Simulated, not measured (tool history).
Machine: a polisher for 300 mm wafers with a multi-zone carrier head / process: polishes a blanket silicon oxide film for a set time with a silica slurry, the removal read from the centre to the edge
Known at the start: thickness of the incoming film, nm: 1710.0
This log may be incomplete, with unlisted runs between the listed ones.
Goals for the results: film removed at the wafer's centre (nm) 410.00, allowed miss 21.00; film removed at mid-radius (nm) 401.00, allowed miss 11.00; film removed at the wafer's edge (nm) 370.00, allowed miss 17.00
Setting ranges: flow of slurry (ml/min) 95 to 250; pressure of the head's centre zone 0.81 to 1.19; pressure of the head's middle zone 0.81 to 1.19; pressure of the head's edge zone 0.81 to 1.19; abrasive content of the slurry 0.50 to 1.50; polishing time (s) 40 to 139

run	hour	flow of slurry (ml/min)	pressure of the head's centre zone	pressure of the head's middle zone	pressure of the head's edge zone	abrasive content of the slurry	polishing time (s)	film removed at the wafer's centre (nm)	film removed at mid-radius (nm)	film removed at the wafer's edge (nm)
1	0.0	160	1.00	1.00	1.00	1.00	89	326.86	317.55	315.12
2	2.2	160	1.00	1.00	1.00	0.85	89	305.89	287.20	291.43
3	10.2	170	1.03	1.04	1.04	0.90	89	331.02	312.57	300.79
4	13.3	170	1.03	1.04	1.04	0.90	104	377.34	365.81	356.71
5	21.7	170	1.03	1.04	1.04	1.00	104	411.23	394.04	376.35
6	23.1	170	1.03	0.96	1.04	1.00	104	399.63	361.38	372.87
7	26.2	185	1.03	0.98	1.03	1.00	104	403.09	369.52	375.47
8	30.2	185	1.03	1.01	1.03	1.00	104	413.59	386.84	384.76
9	33.3	185	1.03	1.03	1.03	1.00	104	410.84	392.92	386.09

Below are 4 possible settings for the next run. Only one of them brings all results inside the allowed miss of their targets. Which is it?
A	36.4	185	1.01	1.08	1.04	1.00	103	?	?	?
B	36.4	160	0.92	0.93	1.13	1.40	100	?	?	?
C	36.4	170	1.09	1.01	1.06	0.95	105	?	?	?
D	36.4	170	1.01	0.98	0.99	1.00	107	?	?	?

move	film removed at the wafer's centre (nm)	film removed at mid-radius (nm)	film removed at the wafer's edge (nm)
A	399.72	398.47	372.90
B	412.53	390.79	428.40
C	412.65	367.04	367.42
D	408.15	375.63	378.75
A: all results land within tolerance of their targets
B: lands further from the targets than the last run did
C: the worst result of the last run now meets its target, but another is out of spec
D: the worst result of the last run now meets its target, but another is out of spec
Go with A: it meets all targets.
